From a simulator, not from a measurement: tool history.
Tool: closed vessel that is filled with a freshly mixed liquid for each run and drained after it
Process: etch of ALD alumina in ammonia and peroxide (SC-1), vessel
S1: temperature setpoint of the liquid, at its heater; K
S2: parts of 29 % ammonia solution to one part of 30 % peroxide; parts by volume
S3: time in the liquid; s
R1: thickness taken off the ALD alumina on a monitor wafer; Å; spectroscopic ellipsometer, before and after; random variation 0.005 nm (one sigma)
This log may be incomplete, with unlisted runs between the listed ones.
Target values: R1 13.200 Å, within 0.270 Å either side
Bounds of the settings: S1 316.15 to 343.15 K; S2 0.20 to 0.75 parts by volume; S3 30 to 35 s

run 1 hour=0.0 | S1=332.15 S2=0.45 S3=35 | R1=30.354
run 2 hour=8.8 | S1=327.65 S2=0.45 S3=35 | R1=24.050
run 3 hour=11.8 | S1=324.15 S2=0.45 S3=35 | R1=19.802
run 4 hour=12.9 | S1=322.15 S2=0.45 S3=35 | R1=17.696
run 5 hour=15.7 | S1=320.65 S2=0.45 S3=35 | R1=16.246
run 6 hour=24.5 | S1=320.65 S2=0.45 S3=35 | R1=16.317
run 7 hour=31.3 | S1=319.65 S2=0.45 S3=35 | R1=15.497
run 8 hour=35.2 | S1=319.65 S2=0.45 S3=35 | R1=15.506
run 9 hour=40.7 | S1=316.15 S2=0.45 S3=35 | R1=12.646

Consider the 4 candidate settings below. Which is the only one whose results all fall within their allowed miss of target?
run A hour=46.2 | S1=316.15 S2=0.40 S3=35 | R1=?
run B hour=46.2 | S1=318.65 S2=0.45 S3=30 | R1=?
run C hour=46.2 | S1=316.65 S2=0.25 S3=35 | R1=?
run D hour=46.2 | S1=316.65 S2=0.55 S3=35 | R1=?

move=A R1=12.450
move=B R1=12.453
move=C R1=12.252
move=D R1=13.209
A: misses by more than the last run did
B: misses by more than the last run did
C: misses by more than the last run did
D: all results land within tolerance of their targets
D is the move that brings every result within its allowed miss.

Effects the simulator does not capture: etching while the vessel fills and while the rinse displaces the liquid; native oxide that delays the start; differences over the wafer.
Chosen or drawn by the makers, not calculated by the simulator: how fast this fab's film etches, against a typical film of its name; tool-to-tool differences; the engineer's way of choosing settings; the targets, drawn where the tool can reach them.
